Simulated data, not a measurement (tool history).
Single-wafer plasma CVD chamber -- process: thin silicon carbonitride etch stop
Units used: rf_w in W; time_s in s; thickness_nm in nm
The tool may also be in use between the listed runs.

run 1 hour=0 | rf_w=270 time_s=18.3 | thickness_nm=10.337
run 2 hour=2.1 | rf_w=295 time_s=18.3 | thickness_nm=10.681
run 3 hour=10.4 | rf_w=255 time_s=18.3 | thickness_nm=10.249
run 4 hour=17.9 | rf_w=270 time_s=18.3 | thickness_nm=10.369
run 5 hour=22.7 | rf_w=240 time_s=18.3 | thickness_nm=10.041
run 6 hour=25.1 | rf_w=240 time_s=16.4 | thickness_nm=9.0169

What does the tool deliver on the next run?
run 7 hour=30.3 | rf_w=245 time_s=16.5 | thickness_nm=?

For run 7 the tool returned thickness_nm 9.1167 nm.
